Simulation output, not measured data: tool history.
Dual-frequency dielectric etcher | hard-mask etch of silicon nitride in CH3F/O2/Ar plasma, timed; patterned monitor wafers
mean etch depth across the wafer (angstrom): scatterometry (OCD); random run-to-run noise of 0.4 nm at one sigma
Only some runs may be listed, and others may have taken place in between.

run  hour  source power (W)  bias power (W)  etch time (s)  mean etch depth across the wafer (angstrom)
  1   0.0               340              74          199.0                                      1175.10
  2   3.2               320              70          199.0                                      1137.70
  3   6.4               300              66          199.0                                      1072.70
  4   7.6               300              66          208.5                                      1130.30
  5   8.2               320              66          208.5                                      1154.10
  6  17.1               320              72          208.5                                      1199.00
  7  19.6               310              68          207.0                                      1150.00
  8  23.1               300              65          206.0                                      1110.70
  9  25.9               290              62          205.0                                      1072.30
 10  33.4               280              60          204.5                                      1046.10
 11  40.1               270              58          204.0                                      1015.80

Run 12 is up next; what results do you expect?
 12  45.0               220              49          201.5                                            ?

{"run 12": {"mean etch depth across the wafer (angstrom)": 877.62}}
